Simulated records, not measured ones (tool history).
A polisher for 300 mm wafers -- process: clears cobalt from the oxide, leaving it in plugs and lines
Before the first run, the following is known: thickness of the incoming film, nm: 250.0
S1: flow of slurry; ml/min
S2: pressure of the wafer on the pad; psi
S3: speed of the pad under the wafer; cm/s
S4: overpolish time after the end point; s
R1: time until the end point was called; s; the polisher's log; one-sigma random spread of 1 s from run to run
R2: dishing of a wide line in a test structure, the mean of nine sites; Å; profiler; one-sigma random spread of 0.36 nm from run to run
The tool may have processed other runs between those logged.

| run | hour | S1 | S2 | S3 | S4 | R1 | R2 |
|---|---|---|---|---|---|---|---|
| 1 | 0.0 | 240 | 1.4 | 112 | 11 | 61.309 | 309.06 |
| 2 | 2.6 | 240 | 1.4 | 112 | 9 | 61.865 | 273.30 |
| 3 | 3.7 | 240 | 1.4 | 88 | 9 | 74.583 | 231.43 |
| 4 | 10.7 | 240 | 1.5 | 88 | 8 | 71.264 | 224.69 |
| 5 | 18.5 | 240 | 1.6 | 88 | 7 | 68.514 | 211.77 |
| 6 | 20.0 | 240 | 1.4 | 88 | 7 | 75.557 | 190.16 |
| 7 | 21.8 | 240 | 1.8 | 98 | 4 | 54.386 | 157.16 |
| 8 | 24.6 | 245 | 1.6 | 112 | 9 | 53.387 | 295.57 |

What will run 9 give?
| 9 | 26.4 | 240 | 1.6 | 112 | 8 | ? | ? |

Logged for run 9: R1 52.400 s, R2 275.22 Å.

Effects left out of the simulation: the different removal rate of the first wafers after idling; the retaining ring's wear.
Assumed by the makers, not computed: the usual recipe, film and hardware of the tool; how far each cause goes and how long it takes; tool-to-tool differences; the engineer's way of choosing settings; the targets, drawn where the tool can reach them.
